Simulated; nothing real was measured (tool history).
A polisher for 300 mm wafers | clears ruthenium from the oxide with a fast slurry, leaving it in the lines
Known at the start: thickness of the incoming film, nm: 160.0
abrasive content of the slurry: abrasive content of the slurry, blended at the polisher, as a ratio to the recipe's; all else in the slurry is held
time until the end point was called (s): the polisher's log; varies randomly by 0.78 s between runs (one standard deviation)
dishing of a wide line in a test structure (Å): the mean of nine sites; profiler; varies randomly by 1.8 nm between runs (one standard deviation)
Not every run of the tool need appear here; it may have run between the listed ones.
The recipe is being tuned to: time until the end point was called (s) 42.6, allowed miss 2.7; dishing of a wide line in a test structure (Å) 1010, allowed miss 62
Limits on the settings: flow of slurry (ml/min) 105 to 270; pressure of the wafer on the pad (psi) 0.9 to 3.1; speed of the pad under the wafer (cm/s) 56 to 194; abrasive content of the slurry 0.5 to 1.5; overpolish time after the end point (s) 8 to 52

run,day,flow of slurry (ml/min),pressure of the wafer on the pad (psi),speed of the pad under the wafer (cm/s),abrasive content of the slurry,overpolish time after the end point (s),time until the end point was called (s),dishing of a wide line in a test structure (Å)
1,0,175,2,124,1,26,49.823,608.92
2,0.208,175,2,124,1,16,50.556,387.39
3,0.55,175,2,106,1,16,59.193,349
4,0.921,175,2,106,1,18,59.94,391.41
5,1.096,175,2.3,106,1,18,53.476,440.15
6,1.258,175,2.3,106,1,20,53.156,501.8
7,1.567,175,2.4,106,1,21,50.122,520.94
8,1.633,175,2.4,106,1,22,52.044,543.63
9,1.904,175,2.5,106,1,23,48.663,599.03
10,2.138,175,2.5,106,1,24,47.915,601.86
11,2.504,175,2.5,106,1,24,48.935,603.16
12,2.583,175,2.5,106,1,25,49.532,623.44
13,2.733,175,2.6,106,1,26,45.784,646.42
14,2.858,175,2.6,106,1,27,45.411,690.21
15,3.071,175,2.6,106,1,28,46.092,706.01
16,3.367,175,2.6,106,1,29,45.874,726.98
17,3.633,175,2.6,106,1,30,46.944,746.85
18,3.95,175,2.6,106,1,31,47.462,760.89
19,4.033,175,2.6,106,1,32,46.529,777.92

Below are 5 possible settings for the next run. Only one of them brings all results inside the allowed miss of their targets. Which is it?
A,4.117,150,2.1,128,1,37,?,?
B,4.117,180,2.2,138,0.95,40,?,?
C,4.117,155,2.3,140,0.85,21,?,?
D,4.117,170,2.4,102,1.1,25,?,?
E,4.117,190,2.8,94,1,45,?,?

move,time until the end point was called (s),dishing of a wide line in a test structure (Å)
A,49.01,829.98
B,43.121,967.75
C,43.899,573.27
D,50.622,588.93
E,48.287,970.98
A: closes in on the targets versus the last run, not all within tolerance yet
B: all results in spec
C: lands further from the targets than the last run did
D: lands further from the targets than the last run did
E: brings the last run's worst result on target, with another outside its allowed miss
B is the move that brings every result within its allowed miss.

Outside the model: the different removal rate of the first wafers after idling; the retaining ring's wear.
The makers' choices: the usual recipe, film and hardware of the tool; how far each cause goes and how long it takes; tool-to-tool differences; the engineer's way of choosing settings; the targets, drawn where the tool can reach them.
